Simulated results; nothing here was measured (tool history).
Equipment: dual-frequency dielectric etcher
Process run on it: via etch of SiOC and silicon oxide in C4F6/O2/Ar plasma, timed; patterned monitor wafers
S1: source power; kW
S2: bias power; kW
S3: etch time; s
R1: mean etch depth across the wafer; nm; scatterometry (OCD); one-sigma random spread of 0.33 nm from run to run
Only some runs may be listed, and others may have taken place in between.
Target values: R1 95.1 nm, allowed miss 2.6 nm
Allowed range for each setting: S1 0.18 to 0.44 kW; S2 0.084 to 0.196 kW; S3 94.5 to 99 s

run,hour,S1,S2,S3,R1
1,0,0.31,0.14,94.5,83.832
2,8.1,0.31,0.119,94.5,80.817
3,16.4,0.33,0.122,94.5,83.01
4,23.6,0.38,0.122,94.5,88.42
5,27,0.35,0.122,94.5,85.771
6,31.3,0.36,0.124,94.5,86.319
7,32.3,0.37,0.126,94.5,88.193
8,36.3,0.37,0.126,94.5,88.042

Exercise: of the 4 proposed moves below, exactly one satisfies all targets within the stated allowed misses. Which move is it?
A,40.3,0.39,0.128,95,?
B,40.3,0.39,0.139,97.5,?
C,40.3,0.34,0.088,95,?
D,40.3,0.39,0.092,94.5,?

move,R1
A,90.629
B,94.594
C,79.886
D,84.835
A: closes in on the targets versus the last run, not all within tolerance yet
B: meets every target
C: the biggest miss grows against the last run
D: the biggest miss grows against the last run
The move that meets every target is B.

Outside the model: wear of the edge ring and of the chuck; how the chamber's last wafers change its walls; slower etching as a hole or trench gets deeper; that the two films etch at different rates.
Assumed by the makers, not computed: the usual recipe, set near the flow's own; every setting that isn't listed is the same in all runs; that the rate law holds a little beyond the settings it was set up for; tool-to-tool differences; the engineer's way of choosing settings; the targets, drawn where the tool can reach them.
